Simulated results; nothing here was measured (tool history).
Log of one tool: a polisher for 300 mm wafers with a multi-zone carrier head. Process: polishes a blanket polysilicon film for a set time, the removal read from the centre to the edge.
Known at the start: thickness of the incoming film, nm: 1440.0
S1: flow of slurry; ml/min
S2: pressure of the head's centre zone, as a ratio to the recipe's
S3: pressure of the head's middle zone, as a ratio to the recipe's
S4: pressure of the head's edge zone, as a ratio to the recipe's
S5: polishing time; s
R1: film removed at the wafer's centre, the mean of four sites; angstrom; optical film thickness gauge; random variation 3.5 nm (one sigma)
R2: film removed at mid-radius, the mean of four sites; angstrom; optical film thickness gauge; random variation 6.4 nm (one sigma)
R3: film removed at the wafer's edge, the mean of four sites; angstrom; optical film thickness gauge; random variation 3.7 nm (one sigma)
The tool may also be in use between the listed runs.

run	hour	S1	S2	S3	S4	S5	R1	R2	R3
1	0	180	1	1	1	75	4886.4	4997.6	4932.4
2	6.7	175	0.98	1.01	0.96	72	4525.5	4853.3	4682.3
3	13	175	0.98	0.94	0.96	72	4588.8	4526.1	4566
4	16.5	200	0.98	0.94	0.96	72	4655	4547.9	4781.5
5	24.6	180	0.96	0.95	0.93	71	4399.2	4516.9	4511.8
6	29.2	180	0.96	0.95	0.88	71	4359	4491.7	4388.7
7	36.3	165	0.95	0.96	0.86	71	4355.7	4487.1	4408.3
8	44.4	160	0.95	0.99	0.85	69	4161.3	4487.2	4155.9
9	50.1	155	0.94	0.99	0.84	69	4151.1	4215.3	4003.5

Run 10 comes next. What will it give?
10	55.5	160	0.91	1.02	0.84	69	?	?	?

Run 10 gave R1 3953.2 angstrom, R2 4484.5 angstrom, R3 4078.3 angstrom.
